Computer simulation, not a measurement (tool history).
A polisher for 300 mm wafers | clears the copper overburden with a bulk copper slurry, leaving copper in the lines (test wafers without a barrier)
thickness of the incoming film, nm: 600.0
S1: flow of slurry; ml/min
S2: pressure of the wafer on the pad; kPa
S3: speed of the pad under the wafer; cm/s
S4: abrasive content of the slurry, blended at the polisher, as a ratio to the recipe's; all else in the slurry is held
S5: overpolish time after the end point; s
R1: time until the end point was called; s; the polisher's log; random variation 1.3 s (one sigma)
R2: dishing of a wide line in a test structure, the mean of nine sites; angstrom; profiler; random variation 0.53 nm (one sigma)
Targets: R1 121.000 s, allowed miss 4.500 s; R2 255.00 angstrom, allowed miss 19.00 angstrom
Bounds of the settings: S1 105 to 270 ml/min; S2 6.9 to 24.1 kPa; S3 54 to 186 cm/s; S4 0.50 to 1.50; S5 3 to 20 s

{"run": 1, "hour": 0.0, "S1": 175, "S2": 15.2, "S3": 118, "S4": 1.0, "S5": 10, "R1": 75.995, "R2": 407.22}
{"run": 2, "hour": 4.6, "S1": 175, "S2": 15.2, "S3": 118, "S4": 1.0, "S5": 7, "R1": 75.506, "R2": 333.43}
{"run": 3, "hour": 6.4, "S1": 155, "S2": 15.2, "S3": 118, "S4": 1.0, "S5": 7, "R1": 76.125, "R2": 329.3}
{"run": 4, "hour": 13.2, "S1": 155, "S2": 17.9, "S3": 118, "S4": 1.0, "S5": 7, "R1": 65.055, "R2": 374.46}
{"run": 5, "hour": 14.3, "S1": 155, "S2": 15.9, "S3": 118, "S4": 1.0, "S5": 7, "R1": 72.483, "R2": 340.12}
{"run": 6, "hour": 17.2, "S1": 155, "S2": 15.9, "S3": 118, "S4": 0.85, "S5": 7, "R1": 78.007, "R2": 341.49}
{"run": 7, "hour": 23.8, "S1": 155, "S2": 14.5, "S3": 118, "S4": 0.85, "S5": 7, "R1": 83.853, "R2": 308.85}
{"run": 8, "hour": 25.9, "S1": 145, "S2": 10.3, "S3": 112, "S4": 0.85, "S5": 10, "R1": 123.21, "R2": 293.05}

4 next moves are on the table. One of them brings every result within its allowed miss. Which?
{"run": "A", "hour": 28.0, "S1": 140, "S2": 11.0, "S3": 100, "S4": 0.9, "S5": 10, "R1": "?", "R2": "?"}
{"run": "B", "hour": 28.0, "S1": 145, "S2": 8.3, "S3": 140, "S4": 0.8, "S5": 14, "R1": "?", "R2": "?"}
{"run": "C", "hour": 28.0, "S1": 105, "S2": 13.1, "S3": 106, "S4": 0.7, "S5": 8, "R1": "?", "R2": "?"}
{"run": "D", "hour": 28.0, "S1": 165, "S2": 11.7, "S3": 100, "S4": 0.75, "S5": 11, "R1": "?", "R2": "?"}

move=A R1=129.510 R2=279.23
move=B R1=125.780 R2=341.66
move=C R1=119.950 R2=254.30
move=D R1=123.650 R2=309.99
A: nearer than the last run, and not there yet
B: further off than the last run
C: meets every target
D: further off than the last run
Answer: C
